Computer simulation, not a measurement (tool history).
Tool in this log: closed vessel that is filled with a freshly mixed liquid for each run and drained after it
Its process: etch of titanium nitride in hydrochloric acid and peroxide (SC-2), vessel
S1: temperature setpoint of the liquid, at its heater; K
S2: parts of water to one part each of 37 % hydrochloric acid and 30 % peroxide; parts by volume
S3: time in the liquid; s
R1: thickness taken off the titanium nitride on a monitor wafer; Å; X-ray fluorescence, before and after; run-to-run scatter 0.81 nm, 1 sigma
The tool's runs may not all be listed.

| run | day | S1 | S2 | S3 | R1 |
|---|---|---|---|---|---|
| 1 | 0.000 | 335.15 | 10.5 | 1915 | 1001.6 |
| 2 | 0.125 | 336.15 | 10.5 | 1915 | 1066.8 |
| 3 | 0.371 | 337.15 | 10.5 | 1915 | 1129.4 |
| 4 | 0.742 | 337.15 | 10.5 | 1915 | 1131.3 |
|  | 0.912 | chemicals flow meter replaced |
| 5 | 0.912 | 337.15 | 7.5 | 1915 | 1403.4 |
| 6 | 0.950 | 337.15 | 7.5 | 2050 | 1510.0 |
| 7 | 1.129 | 337.65 | 7.5 | 2050 | 1563.9 |
| 8 | 1.408 | 338.15 | 7.5 | 2050 | 1608.5 |
| 9 | 1.496 | 338.65 | 7.5 | 2050 | 1654.0 |

For run 10, what comes out?
| 10 | 1.683 | 339.65 | 7.5 | 2050 | ? |

For run 10 the tool returned R1 1750.7 Å.
